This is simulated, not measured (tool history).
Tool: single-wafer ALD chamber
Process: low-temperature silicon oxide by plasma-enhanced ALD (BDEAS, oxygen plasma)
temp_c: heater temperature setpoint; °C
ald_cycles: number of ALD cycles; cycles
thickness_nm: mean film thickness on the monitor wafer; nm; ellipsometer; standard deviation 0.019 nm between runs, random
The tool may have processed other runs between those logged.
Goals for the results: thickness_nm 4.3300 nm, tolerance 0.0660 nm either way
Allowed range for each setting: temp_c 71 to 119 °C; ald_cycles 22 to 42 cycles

Run 1, hour 0.0: temp_c 95 °C, ald_cycles 32 cycles. Result: thickness_nm 5.0787 nm.
Run 2, hour 7.4: temp_c 95 °C, ald_cycles 28 cycles. Result: thickness_nm 4.4319 nm.
Run 3, hour 12.4: temp_c 95 °C, ald_cycles 31 cycles. Result: thickness_nm 4.8891 nm.
Run 4, hour 14.8: temp_c 99 °C, ald_cycles 30 cycles. Result: thickness_nm 4.7021 nm.
Run 5, hour 15.7: temp_c 99 °C, ald_cycles 33 cycles. Result: thickness_nm 5.1482 nm.
Run 6, hour 23.3: temp_c 99 °C, ald_cycles 36 cycles. Result: thickness_nm 5.6366 nm.
Run 7, hour 26.6: temp_c 103 °C, ald_cycles 34 cycles. Result: thickness_nm 5.2528 nm.
Run 8, hour 35.5: temp_c 106 °C, ald_cycles 33 cycles. Result: thickness_nm 5.0508 nm.
Run 9, hour 39.9: temp_c 108 °C, ald_cycles 32 cycles. Result: thickness_nm 4.9003 nm.
Run 10, hour 44.3: temp_c 109 °C, ald_cycles 31 cycles. Result: thickness_nm 4.7588 nm.

Exercise: of the 5 proposed moves below, exactly one satisfies all targets within the stated allowed misses. Which move is it?
Run A, hour 48.7: temp_c 111 °C, ald_cycles 27 cycles. Result: thickness_nm ?.
Run B, hour 48.7: temp_c 115 °C, ald_cycles 27 cycles. Result: thickness_nm ?.
Run C, hour 48.7: temp_c 103 °C, ald_cycles 28 cycles. Result: thickness_nm ?.
Run D, hour 48.7: temp_c 111 °C, ald_cycles 36 cycles. Result: thickness_nm ?.
Run E, hour 48.7: temp_c 91 °C, ald_cycles 26 cycles. Result: thickness_nm ?.

move  thickness_nm
   A        4.1107
   B        4.0760
   C        4.3349
   D        5.4809
   E        4.1953
A: the result that was furthest off in the last run now lies on the other side of its target
B: the result that was furthest off in the last run now lies on the other side of its target
C: every result within its allowed miss
D: lands further from the targets than the last run did
E: the result that was furthest off in the last run now lies on the other side of its target
So the answer is move C, the one that meets all the targets.
